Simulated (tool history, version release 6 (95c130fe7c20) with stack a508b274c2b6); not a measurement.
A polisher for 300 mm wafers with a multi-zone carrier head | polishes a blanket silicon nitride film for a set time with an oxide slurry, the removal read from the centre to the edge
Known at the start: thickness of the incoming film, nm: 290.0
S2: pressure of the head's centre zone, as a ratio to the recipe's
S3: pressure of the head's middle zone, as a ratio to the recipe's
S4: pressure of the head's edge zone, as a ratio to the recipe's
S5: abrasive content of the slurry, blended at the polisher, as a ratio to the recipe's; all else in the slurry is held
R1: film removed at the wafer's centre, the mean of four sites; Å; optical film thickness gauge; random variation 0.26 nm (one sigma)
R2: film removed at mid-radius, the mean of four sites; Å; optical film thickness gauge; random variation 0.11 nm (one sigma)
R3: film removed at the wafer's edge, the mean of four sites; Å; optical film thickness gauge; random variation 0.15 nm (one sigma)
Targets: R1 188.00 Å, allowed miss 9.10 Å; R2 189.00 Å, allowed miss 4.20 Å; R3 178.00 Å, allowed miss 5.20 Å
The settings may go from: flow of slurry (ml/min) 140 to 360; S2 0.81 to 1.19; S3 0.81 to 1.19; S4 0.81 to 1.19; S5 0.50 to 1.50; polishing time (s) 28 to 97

run 1 hour=0.0 | flow_of_slurry_(ml/min)=230 S2=1.00 S3=1.00 S4=1.00 S5=1.00 polishing_time_(s)=62 | R1=402.35 R2=409.76 R3=411.84
run 2 hour=4.4 | flow_of_slurry_(ml/min)=230 S2=1.00 S3=1.00 S4=0.93 S5=1.00 polishing_time_(s)=62 | R1=399.76 R2=409.67 R3=403.81
run 3 hour=6.8 | flow_of_slurry_(ml/min)=230 S2=1.00 S3=1.06 S4=0.93 S5=1.00 polishing_time_(s)=62 | R1=391.62 R2=429.32 R3=403.90
run 4 hour=9.7 | flow_of_slurry_(ml/min)=230 S2=1.00 S3=1.02 S4=0.93 S5=1.00 polishing_time_(s)=62 | R1=394.12 R2=420.94 R3=406.51
run 5 hour=13.5 | flow_of_slurry_(ml/min)=230 S2=1.00 S3=1.02 S4=0.93 S5=0.80 polishing_time_(s)=62 | R1=359.58 R2=372.26 R3=363.71
run 6 hour=14.2 | flow_of_slurry_(ml/min)=230 S2=1.00 S3=0.94 S4=0.93 S5=0.80 polishing_time_(s)=62 | R1=359.45 R2=347.20 R3=365.70
run 7 hour=18.1 | flow_of_slurry_(ml/min)=230 S2=1.01 S3=0.97 S4=0.90 S5=0.70 polishing_time_(s)=53 | R1=295.82 R2=286.03 R3=287.76
run 8 hour=24.4 | flow_of_slurry_(ml/min)=230 S2=1.00 S3=0.98 S4=0.88 S5=0.65 polishing_time_(s)=48 | R1=250.94 R2=249.71 R3=246.98
run 9 hour=29.7 | flow_of_slurry_(ml/min)=235 S2=1.00 S3=0.99 S4=0.86 S5=0.60 polishing_time_(s)=45 | R1=221.45 R2=226.91 R3=219.88
run 10 hour=35.1 | flow_of_slurry_(ml/min)=235 S2=1.01 S3=0.99 S4=0.85 S5=0.55 polishing_time_(s)=43 | R1=200.08 R2=206.80 R3=197.71
run 11 hour=38.5 | flow_of_slurry_(ml/min)=235 S2=1.02 S3=0.99 S4=0.84 S5=0.55 polishing_time_(s)=43 | R1=206.48 R2=208.22 R3=200.71
run 12 hour=43.2 | flow_of_slurry_(ml/min)=235 S2=1.02 S3=0.99 S4=0.84 S5=0.55 polishing_time_(s)=43 | R1=208.01 R2=208.53 R3=196.81
run 13 hour=51.0 | flow_of_slurry_(ml/min)=235 S2=1.02 S3=0.99 S4=0.83 S5=0.55 polishing_time_(s)=42 | R1=198.41 R2=200.96 R3=192.08
run 14 hour=59.2 | flow_of_slurry_(ml/min)=230 S2=1.03 S3=0.99 S4=0.82 S5=0.55 polishing_time_(s)=42 | R1=202.42 R2=201.19 R3=192.23

Which of these 4 next moves meets every target?
run A hour=67.4 | flow_of_slurry_(ml/min)=170 S2=1.04 S3=1.01 S4=0.81 S5=0.50 polishing_time_(s)=43 | R1=? R2=? R3=?
run B hour=67.4 | flow_of_slurry_(ml/min)=185 S2=0.88 S3=0.98 S4=0.89 S5=0.50 polishing_time_(s)=48 | R1=? R2=? R3=?
run C hour=67.4 | flow_of_slurry_(ml/min)=190 S2=1.07 S3=0.97 S4=0.81 S5=0.60 polishing_time_(s)=40 | R1=? R2=? R3=?
run D hour=67.4 | flow_of_slurry_(ml/min)=240 S2=0.98 S3=0.90 S4=0.88 S5=0.60 polishing_time_(s)=43 | R1=? R2=? R3=?

move=A R1=190.66 R2=188.98 R3=174.18
move=B R1=183.06 R2=209.12 R3=203.20
move=C R1=208.25 R2=193.40 R3=183.53
move=D R1=213.05 R2=202.39 R3=208.51
A: meets every target
B: further off than the last run
C: nearer than the last run, and not there yet
D: further off than the last run
Move A is the one to make.
